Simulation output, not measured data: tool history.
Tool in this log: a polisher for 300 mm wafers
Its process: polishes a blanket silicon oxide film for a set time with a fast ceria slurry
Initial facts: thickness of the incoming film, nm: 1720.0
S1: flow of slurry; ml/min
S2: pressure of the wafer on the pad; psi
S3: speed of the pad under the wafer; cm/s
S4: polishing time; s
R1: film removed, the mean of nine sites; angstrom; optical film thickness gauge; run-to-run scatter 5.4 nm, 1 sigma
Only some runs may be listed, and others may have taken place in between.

| run | hour | S1 | S2 | S3 | S4 | R1 |
|---|---|---|---|---|---|---|
| 1 | 0.0 | 275 | 2.7 | 94 | 52 | 7387.4 |
| 2 | 5.3 | 275 | 2.7 | 106 | 52 | 8454.8 |
| 3 | 7.1 | 275 | 2.7 | 106 | 52 | 8363.6 |
| 4 | 9.6 | 270 | 2.3 | 98 | 52 | 6780.1 |
| 5 | 13.8 | 270 | 2.0 | 98 | 52 | 5902.6 |
| 6 | 20.2 | 270 | 2.0 | 116 | 52 | 6941.0 |
| 7 | 21.8 | 265 | 1.8 | 104 | 52 | 5702.6 |

What does the tool deliver on the next run?
| 8 | 29.2 | 260 | 1.6 | 98 | 52 | ? |

R1: 4911.4 angstrom

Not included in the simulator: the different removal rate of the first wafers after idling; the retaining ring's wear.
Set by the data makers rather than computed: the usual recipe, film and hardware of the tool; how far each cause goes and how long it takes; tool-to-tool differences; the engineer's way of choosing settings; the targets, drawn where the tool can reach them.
